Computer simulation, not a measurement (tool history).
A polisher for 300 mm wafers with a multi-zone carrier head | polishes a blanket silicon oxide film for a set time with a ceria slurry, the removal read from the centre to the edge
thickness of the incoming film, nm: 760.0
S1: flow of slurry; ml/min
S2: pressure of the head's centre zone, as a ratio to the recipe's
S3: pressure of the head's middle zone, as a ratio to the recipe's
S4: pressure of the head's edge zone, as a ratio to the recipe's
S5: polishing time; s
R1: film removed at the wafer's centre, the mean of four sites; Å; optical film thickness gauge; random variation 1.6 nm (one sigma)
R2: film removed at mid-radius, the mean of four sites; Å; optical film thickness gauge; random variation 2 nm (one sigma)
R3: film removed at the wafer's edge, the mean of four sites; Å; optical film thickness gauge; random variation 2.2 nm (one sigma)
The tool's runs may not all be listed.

run    day   S1    S2    S3    S4  S5      R1      R2      R3
  1      0  275     1     1     1  40  1879.4  2053.7  2095.1
  2  0.175  275     1     1     1  48  2257.6  2502.2  2509.6
  3  0.283  330     1     1     1  48  2313.8  2518.7  2536.9
  4  0.496  345  1.05  0.94  0.99  44  2241.2    2128  2322.5
  5  0.746  345     1  0.94  0.99  44  2136.2  2152.5  2284.6
     0.883  -- centre zone pressure recalibrated
  6  0.883  345  1.08  0.94  0.99  44  2496.2  2146.1  2370.1

Run 7 comes next. What will it give?
  7  1.029  355  1.08  0.9  0.97  41   ?   ?   ?

{"run 7": {"R1": 2371.3, "R2": 1963, "R3": 2158}}
